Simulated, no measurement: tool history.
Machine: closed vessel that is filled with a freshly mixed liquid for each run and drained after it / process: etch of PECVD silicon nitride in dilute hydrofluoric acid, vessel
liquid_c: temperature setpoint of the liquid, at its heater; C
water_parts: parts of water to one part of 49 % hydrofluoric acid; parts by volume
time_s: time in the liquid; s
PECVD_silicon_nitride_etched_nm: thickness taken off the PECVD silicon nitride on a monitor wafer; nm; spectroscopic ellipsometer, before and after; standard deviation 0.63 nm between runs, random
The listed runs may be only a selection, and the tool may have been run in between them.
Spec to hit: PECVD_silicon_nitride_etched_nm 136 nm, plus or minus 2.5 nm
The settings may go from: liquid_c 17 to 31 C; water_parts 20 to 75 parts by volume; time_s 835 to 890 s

run  hour  liquid_c  water_parts  time_s  PECVD_silicon_nitride_etched_nm
  1     0        23           45     835                           94.475
  2   6.4      20.5           45     835                           79.689
  3  13.8      20.5           45     890                           84.426
  4  20.5      21.5           45     890                           91.164
  5  21.2      22.5           45     890                            97.52
  6  26.5        23           45     890                            100.5
  7  34.9        23           45     890                           100.58
  8  42.3      23.5           45     890                           104.93
  9    45        24           45     890                           107.58
 10  46.4      24.5           45     890                           111.31
 11  48.9        28           45     890                           140.81

Which of these 5 next moves meets every target?
  A  51.4        29           45     870                                ?
  B  51.4        29           45     860                                ?
  C  51.4      28.5           45     875                                ?
  D  51.4      27.5           45     890                                ?
  E  51.4        29           45     890                                ?

move  PECVD_silicon_nitride_etched_nm
   A                           147.06
   B                           145.37
   C                           143.16
   D                           136.36
   E                           150.44
A: its largest miss is bigger than the last run's
B: its largest miss is bigger than the last run's
C: its largest miss is bigger than the last run's
D: each result inside its tolerance
E: its largest miss is bigger than the last run's
The right move is D.
